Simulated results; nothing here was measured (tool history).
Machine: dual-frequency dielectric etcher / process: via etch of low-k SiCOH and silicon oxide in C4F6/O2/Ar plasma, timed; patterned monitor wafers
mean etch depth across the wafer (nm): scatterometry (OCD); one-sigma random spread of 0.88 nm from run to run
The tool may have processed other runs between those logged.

run	day	source power (kW)	bias power (kW)	etch time (s)	mean etch depth across the wafer (nm)
1	0	0.37	0.144	65	163.85
2	0.346	0.34	0.137	65	154.44
3	0.621	0.34	0.154	65	163.64
4	0.646	0.32	0.147	65	157.48
5	0.779	0.32	0.147	65	156.39
6	1.104	0.32	0.167	65	166.66
7	1.471	0.3	0.158	65	158.73
8	1.5	0.29	0.151	65	154.22
9	1.642	0.28	0.145	65	150.98
10	1.958	0.27	0.139	65	147.54

For run 11, what comes out?
11	2.229	0.26	0.134	65	?

{"run 11": {"mean etch depth across the wafer (nm)": 142.61}}
